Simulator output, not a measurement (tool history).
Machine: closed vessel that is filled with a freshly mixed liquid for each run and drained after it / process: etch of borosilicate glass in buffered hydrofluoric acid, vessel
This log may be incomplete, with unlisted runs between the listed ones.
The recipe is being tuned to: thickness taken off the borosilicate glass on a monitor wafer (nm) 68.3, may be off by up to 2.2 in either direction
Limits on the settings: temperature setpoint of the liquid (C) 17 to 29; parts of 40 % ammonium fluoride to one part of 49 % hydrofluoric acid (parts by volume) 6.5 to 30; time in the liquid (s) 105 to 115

| run | hour | temperature setpoint of the liquid (C) | parts of 40 % ammonium fluoride to one part of 49 % hydrofluoric acid (parts by volume) | time in the liquid (s) | thickness taken off the borosilicate glass on a monitor wafer (nm) |
|---|---|---|---|---|---|
| 1 | 0 | 21 | 18.5 | 105 | 61.088 |
| 2 | 8.8 | 19 | 18.5 | 105 | 54.041 |
| 3 | 10 | 19.5 | 18.5 | 105 | 55.91 |
| 4 | 18.9 | 17 | 18.5 | 105 | 48.943 |
| 5 | 23.5 | 17 | 21.5 | 105 | 42.187 |
|  | 25.3 | hydrofluoric acid flow meter replaced |
| 6 | 25.3 | 17 | 21.5 | 105 | 40.701 |
| 7 | 33.8 | 18.5 | 21.5 | 105 | 44.776 |
| 8 | 40.1 | 18.5 | 21.5 | 105 | 44.035 |
| 9 | 46.2 | 20 | 21.5 | 105 | 48.758 |
| 10 | 52.5 | 21 | 21.5 | 105 | 50.611 |
| 11 | 59.9 | 22 | 21.5 | 105 | 53.29 |
| 12 | 65.7 | 23 | 21.5 | 105 | 57.436 |

Which of these 4 next moves meets every target?
| A | 71.5 | 23.5 | 19 | 105 | ? |
| B | 71.5 | 23.5 | 19.5 | 105 | ? |
| C | 71.5 | 23.5 | 19 | 110 | ? |
| D | 71.5 | 22.5 | 15.5 | 105 | ? |

| move | thickness taken off the borosilicate glass on a monitor wafer (nm) |
|---|---|
| A | 64.563 |
| B | 62.921 |
| C | 67.638 |
| D | 74.85 |
A: gains on the last run, yet a result remains outside its allowed miss
B: gains on the last run, yet a result remains outside its allowed miss
C: in spec on every target
D: takes the result that was furthest off past its target
C is the move that brings every result within its allowed miss.
